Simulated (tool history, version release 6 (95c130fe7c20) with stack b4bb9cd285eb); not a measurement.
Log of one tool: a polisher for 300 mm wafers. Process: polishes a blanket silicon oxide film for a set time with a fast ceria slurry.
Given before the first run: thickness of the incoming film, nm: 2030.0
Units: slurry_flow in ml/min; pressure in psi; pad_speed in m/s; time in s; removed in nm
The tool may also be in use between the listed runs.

{"run": 1, "hour": 0.0, "slurry_flow": 230, "pressure": 3.3, "pad_speed": 0.94, "time": 55, "removed": 1069.8}
{"run": 2, "hour": 1.6, "slurry_flow": 230, "pressure": 3.3, "pad_speed": 0.94, "time": 55, "removed": 1048.8}
{"run": 3, "hour": 9.0, "slurry_flow": 230, "pressure": 3.3, "pad_speed": 0.94, "time": 55, "removed": 1071.1}
{"run": 4, "hour": 13.7, "slurry_flow": 230, "pressure": 3.9, "pad_speed": 0.98, "time": 55, "removed": 1324.8}
{"run": 5, "hour": 19.6, "slurry_flow": 230, "pressure": 3.9, "pad_speed": 0.88, "time": 55, "removed": 1185.4}
{"run": 6, "hour": 27.9, "slurry_flow": 230, "pressure": 4.3, "pad_speed": 0.94, "time": 55, "removed": 1372.4}
{"run": 7, "hour": 36.7, "slurry_flow": 230, "pressure": 4.6, "pad_speed": 1, "time": 55, "removed": 1548.8}
{"run": 8, "hour": 39.6, "slurry_flow": 230, "pressure": 4.8, "pad_speed": 1.06, "time": 55, "removed": 1719.6}

Run 9, settings as shown, results not yet in. Your forecast:
{"hour": 45.6, "done": "slurry nozzle cleaned"}
{"run": 9, "hour": 45.6, "slurry_flow": 230, "pressure": 4.9, "pad_speed": 1.1, "time": 55, "removed": "?"}

Run 9 yielded removed 1882.6 nm.

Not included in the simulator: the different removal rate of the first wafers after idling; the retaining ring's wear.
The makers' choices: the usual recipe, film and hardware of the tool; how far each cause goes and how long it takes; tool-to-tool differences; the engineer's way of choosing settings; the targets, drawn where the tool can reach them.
